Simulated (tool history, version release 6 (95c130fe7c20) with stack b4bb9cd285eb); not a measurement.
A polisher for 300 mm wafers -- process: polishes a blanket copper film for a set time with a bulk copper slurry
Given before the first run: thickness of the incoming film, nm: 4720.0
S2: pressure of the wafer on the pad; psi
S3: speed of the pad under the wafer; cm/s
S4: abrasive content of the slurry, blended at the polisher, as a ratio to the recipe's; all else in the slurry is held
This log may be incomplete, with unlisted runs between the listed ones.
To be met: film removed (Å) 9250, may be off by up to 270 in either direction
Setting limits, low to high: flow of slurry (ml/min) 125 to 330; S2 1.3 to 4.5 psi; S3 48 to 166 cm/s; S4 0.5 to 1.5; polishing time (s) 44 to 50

run 1 hour=0 | flow_of_slurry_(ml/min)=210 S2=2.9 S3=106 S4=1 polishing_time_(s)=50 | film_removed_(Å)=6013.7
run 2 hour=3.2 | flow_of_slurry_(ml/min)=210 S2=2.5 S3=106 S4=1 polishing_time_(s)=50 | film_removed_(Å)=5560.5
run 3 hour=6.8 | flow_of_slurry_(ml/min)=210 S2=2 S3=106 S4=1 polishing_time_(s)=50 | film_removed_(Å)=4826.6
run 4 hour=10 | flow_of_slurry_(ml/min)=215 S2=2.4 S3=106 S4=1 polishing_time_(s)=50 | film_removed_(Å)=5404.1
run 5 hour=14.7 | flow_of_slurry_(ml/min)=215 S2=2.4 S3=106 S4=1 polishing_time_(s)=50 | film_removed_(Å)=5364.2
run 6 hour=17.3 | flow_of_slurry_(ml/min)=215 S2=2.4 S3=106 S4=1.1 polishing_time_(s)=50 | film_removed_(Å)=5425.9
run 7 hour=22.6 | flow_of_slurry_(ml/min)=240 S2=3.2 S3=108 S4=1.1 polishing_time_(s)=50 | film_removed_(Å)=6767
run 8 hour=27.1 | flow_of_slurry_(ml/min)=240 S2=3.4 S3=108 S4=1.1 polishing_time_(s)=50 | film_removed_(Å)=7154.7
run 9 hour=33.5 | flow_of_slurry_(ml/min)=240 S2=3.6 S3=108 S4=1.1 polishing_time_(s)=50 | film_removed_(Å)=7342.8
run 10 hour=39.8 | flow_of_slurry_(ml/min)=240 S2=3.8 S3=108 S4=1.1 polishing_time_(s)=50 | film_removed_(Å)=7581.5
run 11 hour=43.3 | flow_of_slurry_(ml/min)=245 S2=3.9 S3=108 S4=1.1 polishing_time_(s)=50 | film_removed_(Å)=7773.3
run 12 hour=49.9 | flow_of_slurry_(ml/min)=245 S2=4 S3=110 S4=1.1 polishing_time_(s)=50 | film_removed_(Å)=8118.7
run 13 hour=57.1 | flow_of_slurry_(ml/min)=245 S2=4.1 S3=110 S4=1.1 polishing_time_(s)=50 | film_removed_(Å)=8325.9
run 14 hour=61.6 | flow_of_slurry_(ml/min)=245 S2=4.2 S3=110 S4=1.1 polishing_time_(s)=50 | film_removed_(Å)=8447.5
run 15 hour=64.3 | flow_of_slurry_(ml/min)=245 S2=4.3 S3=110 S4=1.1 polishing_time_(s)=50 | film_removed_(Å)=8547.3
run 16 hour=73 | flow_of_slurry_(ml/min)=250 S2=4.3 S3=110 S4=1.1 polishing_time_(s)=50 | film_removed_(Å)=8566.9
run 17 hour=80.6 | flow_of_slurry_(ml/min)=250 S2=4.4 S3=112 S4=1.1 polishing_time_(s)=50 | film_removed_(Å)=8925

Which of these 5 next moves meets every target?
run A hour=88.2 | flow_of_slurry_(ml/min)=245 S2=4.1 S3=122 S4=1.05 polishing_time_(s)=47 | film_removed_(Å)=?
run B hour=88.2 | flow_of_slurry_(ml/min)=230 S2=4.4 S3=120 S4=1.05 polishing_time_(s)=46 | film_removed_(Å)=?
run C hour=88.2 | flow_of_slurry_(ml/min)=260 S2=4.1 S3=124 S4=1.15 polishing_time_(s)=49 | film_removed_(Å)=?
run D hour=88.2 | flow_of_slurry_(ml/min)=205 S2=4.5 S3=108 S4=0.95 polishing_time_(s)=50 | film_removed_(Å)=?
run E hour=88.2 | flow_of_slurry_(ml/min)=250 S2=4.3 S3=118 S4=1 polishing_time_(s)=48 | film_removed_(Å)=?

move=A film_removed_(Å)=8648.9
move=B film_removed_(Å)=8750.2
move=C film_removed_(Å)=9341.5
move=D film_removed_(Å)=8530.8
move=E film_removed_(Å)=8810.8
A: further off than the last run
B: further off than the last run
C: every result lands within tolerance
D: further off than the last run
E: further off than the last run
The right move is C.

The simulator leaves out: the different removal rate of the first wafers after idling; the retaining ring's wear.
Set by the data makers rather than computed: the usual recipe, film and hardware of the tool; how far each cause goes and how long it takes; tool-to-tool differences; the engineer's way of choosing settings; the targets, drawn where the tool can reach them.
